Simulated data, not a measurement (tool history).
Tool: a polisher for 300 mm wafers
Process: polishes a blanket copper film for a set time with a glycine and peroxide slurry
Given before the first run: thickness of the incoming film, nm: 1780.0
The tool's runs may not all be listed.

run    day  flow of slurry (ml/min)  pressure of the wafer on the pad (psi)  speed of the pad under the wafer (m/s)  polishing time (s)  film removed (angstrom)
  1      0                      255                                     1.7                                     0.8                  41                   1226.5
  2  0.054                      255                                     1.7                                    0.72                  41                   1141.2
  3  0.179                      255                                     1.7                                    0.72                  43                   1198.1
  4  0.242                      215                                     1.7                                    0.72                  43                   1182.8
     0.438  -- head pressure recalibrated
  5  0.438                      220                                     1.8                                    0.72                  43                   1137.8
  6    0.6                      255                                     1.8                                    0.72                  43                   1182.4
  7    0.8                      260                                     1.9                                    0.76                  43                   1227.5

What does the tool deliver on the next run?
  8  1.167                      260                                     2.3                                    0.78                  43                        ?

film removed (angstrom): 1430.5

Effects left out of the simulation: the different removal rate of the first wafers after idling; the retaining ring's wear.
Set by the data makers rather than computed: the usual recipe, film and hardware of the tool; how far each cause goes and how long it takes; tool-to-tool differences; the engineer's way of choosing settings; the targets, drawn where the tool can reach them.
